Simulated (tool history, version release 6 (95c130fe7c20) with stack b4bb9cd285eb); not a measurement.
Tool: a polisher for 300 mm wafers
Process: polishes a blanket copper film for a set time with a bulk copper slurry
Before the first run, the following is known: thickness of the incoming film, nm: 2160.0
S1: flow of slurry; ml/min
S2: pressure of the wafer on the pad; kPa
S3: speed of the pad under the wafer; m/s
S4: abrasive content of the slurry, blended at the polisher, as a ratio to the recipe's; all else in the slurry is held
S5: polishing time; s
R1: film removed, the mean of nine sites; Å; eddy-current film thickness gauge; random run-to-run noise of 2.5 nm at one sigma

Run 1, hour 0: S1 285 ml/min, S2 11.7 kPa, S3 1.18 m/s, S4 1, S5 25 s. Result: R1 1415.1 Å.
Run 2, hour 4.7: S1 285 ml/min, S2 10.3 kPa, S3 1.18 m/s, S4 1, S5 25 s. Result: R1 1278 Å.
Run 3, hour 8.4: S1 285 ml/min, S2 10.3 kPa, S3 1.18 m/s, S4 1, S5 23 s. Result: R1 1180.6 Å.
Run 4, hour 10.5: S1 285 ml/min, S2 12.4 kPa, S3 1.2 m/s, S4 1, S5 23 s. Result: R1 1408.5 Å.
Run 5, hour 16.4: S1 285 ml/min, S2 13.8 kPa, S3 1.22 m/s, S4 1, S5 23 s. Result: R1 1590.5 Å.
Run 6, hour 24.7: S1 285 ml/min, S2 13.8 kPa, S3 1.22 m/s, S4 1, S5 25 s. Result: R1 1780.7 Å.

Run 7, settings as shown, results not yet in. Your forecast:
Run 7, hour 26.5: S1 285 ml/min, S2 14.5 kPa, S3 1.22 m/s, S4 1, S5 25 s. Result: R1 ?.

Run 7 yielded R1 1797 Å.
